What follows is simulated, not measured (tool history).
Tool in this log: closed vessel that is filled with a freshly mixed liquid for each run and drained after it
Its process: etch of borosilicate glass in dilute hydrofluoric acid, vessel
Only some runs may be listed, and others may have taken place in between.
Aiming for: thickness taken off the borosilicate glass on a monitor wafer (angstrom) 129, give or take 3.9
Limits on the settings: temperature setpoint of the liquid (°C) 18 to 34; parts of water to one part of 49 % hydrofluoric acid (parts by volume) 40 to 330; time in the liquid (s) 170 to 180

| run | hour | temperature setpoint of the liquid (°C) | parts of water to one part of 49 % hydrofluoric acid (parts by volume) | time in the liquid (s) | thickness taken off the borosilicate glass on a monitor wafer (angstrom) |
|---|---|---|---|---|---|
| 1 | 0 | 26 | 185 | 170 | 163.84 |
| 2 | 8.8 | 26 | 185 | 170 | 161.8 |
| 3 | 10.5 | 24 | 185 | 170 | 148.15 |
| 4 | 18.9 | 23.5 | 185 | 170 | 147.63 |
| 5 | 23.4 | 25.5 | 185 | 170 | 162.39 |
| 6 | 28.6 | 25.5 | 160 | 170 | 189.81 |
| 7 | 31.9 | 24 | 165 | 170 | 173.43 |
| 8 | 37.7 | 23 | 165 | 170 | 168.35 |
| 9 | 46.5 | 22 | 170 | 170 | 154.67 |
| 10 | 55.7 | 21 | 170 | 170 | 147.17 |
| 11 | 57.8 | 20.5 | 170 | 170 | 145.1 |
| 12 | 61.9 | 20 | 170 | 170 | 145.48 |

Which of these 5 next moves meets every target?
| A | 66 | 20 | 165 | 180 | ? |
| B | 66 | 18.5 | 175 | 170 | ? |
| C | 66 | 19 | 165 | 170 | ? |
| D | 66 | 21.5 | 185 | 170 | ? |
| E | 66 | 21 | 205 | 170 | ? |

| move | thickness taken off the borosilicate glass on a monitor wafer (angstrom) |
|---|---|
| A | 156.55 |
| B | 130.05 |
| C | 142.11 |
| D | 136.95 |
| E | 118.81 |
A: the biggest miss grows against the last run
B: in spec on every target
C: nearer the targets than the last run, but a result is still out of spec
D: nearer the targets than the last run, but a result is still out of spec
E: the result that was furthest off in the last run now lies on the other side of its target
So the answer is move B, the one that meets all the targets.
